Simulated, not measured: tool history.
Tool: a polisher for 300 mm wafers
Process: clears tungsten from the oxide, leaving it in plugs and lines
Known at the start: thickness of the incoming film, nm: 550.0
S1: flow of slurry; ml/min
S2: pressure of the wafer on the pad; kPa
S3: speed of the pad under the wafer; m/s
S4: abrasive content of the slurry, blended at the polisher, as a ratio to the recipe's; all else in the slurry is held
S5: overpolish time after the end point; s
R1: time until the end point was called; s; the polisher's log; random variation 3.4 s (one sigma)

{"run": 1, "hour": 0.0, "S1": 215, "S2": 25.5, "S3": 0.92, "S4": 1.0, "S5": 22, "R1": 142.88}
{"run": 2, "hour": 6.9, "S1": 215, "S2": 25.5, "S3": 0.92, "S4": 1.0, "S5": 24, "R1": 142.3}
{"run": 3, "hour": 10.1, "S1": 215, "S2": 22.1, "S3": 0.9, "S4": 1.0, "S5": 24, "R1": 173.96}
{"run": 4, "hour": 15.0, "S1": 215, "S2": 22.1, "S3": 0.9, "S4": 0.9, "S5": 24, "R1": 168.81}
{"run": 5, "hour": 16.6, "S1": 170, "S2": 22.1, "S3": 0.9, "S4": 0.9, "S5": 24, "R1": 184.68}
{"hour": 23.9, "done": "head pressure recalibrated"}
{"run": 6, "hour": 23.9, "S1": 170, "S2": 22.1, "S3": 0.9, "S4": 0.75, "S5": 24, "R1": 203.99}

Forecast run 7:
{"run": 7, "hour": 29.5, "S1": 165, "S2": 21.4, "S3": 0.9, "S4": 0.75, "S5": 24, "R1": "?"}

Run 7 gave R1 210.39 s.
